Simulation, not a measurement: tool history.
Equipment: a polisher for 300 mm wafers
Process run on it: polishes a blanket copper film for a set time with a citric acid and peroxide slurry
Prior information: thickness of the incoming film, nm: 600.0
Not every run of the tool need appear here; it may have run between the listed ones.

run  hour  flow of slurry (ml/min)  pressure of the wafer on the pad (psi)  speed of the pad under the wafer (cm/s)  abrasive content of the slurry  polishing time (s)  film removed (Å)
  1     0                      265                                       2                                       84                               1                  52             545.8
  2   0.9                      265                                     2.1                                       84                               1                  52             563.8
  3   3.1                      265                                     2.2                                       84                               1                  52            596.99
  4   6.6                      265                                     1.8                                       84                               1                  52            473.43
  5  12.1                      305                                     1.8                                       84                               1                  52            488.04
  6  18.3                      305                                       2                                       84                               1                  52            541.53

What does the tool deliver on the next run?
  7  26.4                      305                                     2.6                                       86                               1                  52                 ?

{"run 7": {"film removed (Å)": 720.47}}
